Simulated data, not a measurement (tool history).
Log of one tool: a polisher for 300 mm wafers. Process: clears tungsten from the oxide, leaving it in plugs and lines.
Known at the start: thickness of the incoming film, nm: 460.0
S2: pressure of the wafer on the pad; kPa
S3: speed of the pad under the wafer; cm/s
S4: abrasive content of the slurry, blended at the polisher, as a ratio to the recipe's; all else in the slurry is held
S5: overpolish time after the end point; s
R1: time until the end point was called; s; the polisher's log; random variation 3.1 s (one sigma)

Run 1, hour 0: flow of slurry (ml/min) 125, S2 20 kPa, S3 114 cm/s, S4 1, S5 5 s. Result: R1 148.21 s.
Run 2, hour 5.9: flow of slurry (ml/min) 125, S2 23.4 kPa, S3 114 cm/s, S4 1, S5 5 s. Result: R1 123.98 s.
Run 3, hour 14.2: flow of slurry (ml/min) 125, S2 23.4 kPa, S3 114 cm/s, S4 0.85, S5 5 s. Result: R1 130.41 s.
Run 4, hour 14.7: flow of slurry (ml/min) 125, S2 22.1 kPa, S3 114 cm/s, S4 0.85, S5 5 s. Result: R1 132.83 s.
Run 5, hour 18.8: flow of slurry (ml/min) 125, S2 20.7 kPa, S3 114 cm/s, S4 0.85, S5 5 s. Result: R1 144.59 s.
Run 6, hour 26.2: flow of slurry (ml/min) 125, S2 20 kPa, S3 114 cm/s, S4 0.85, S5 5 s. Result: R1 147.94 s.
Run 7, hour 30.6: flow of slurry (ml/min) 125, S2 19.3 kPa, S3 114 cm/s, S4 0.85, S5 5 s. Result: R1 154.99 s.
Run 8, hour 38.5: flow of slurry (ml/min) 125, S2 18.6 kPa, S3 114 cm/s, S4 0.85, S5 5 s. Result: R1 162.7 s.
Run 9, hour 42.5: flow of slurry (ml/min) 125, S2 17.9 kPa, S3 114 cm/s, S4 0.85, S5 5 s. Result: R1 172.07 s.
Run 10, hour 50.8: flow of slurry (ml/min) 125, S2 17.2 kPa, S3 114 cm/s, S4 0.85, S5 5 s. Result: R1 171.28 s.
Run 11, hour 55.3: flow of slurry (ml/min) 125, S2 16.5 kPa, S3 114 cm/s, S4 0.85, S5 5 s. Result: R1 176.5 s.

Run 12 comes next. What will it give?
Run 12, hour 64: flow of slurry (ml/min) 125, S2 15.9 kPa, S3 114 cm/s, S4 0.85, S5 5 s. Result: R1 ?.

{"run 12": {"R1": 187.91}}

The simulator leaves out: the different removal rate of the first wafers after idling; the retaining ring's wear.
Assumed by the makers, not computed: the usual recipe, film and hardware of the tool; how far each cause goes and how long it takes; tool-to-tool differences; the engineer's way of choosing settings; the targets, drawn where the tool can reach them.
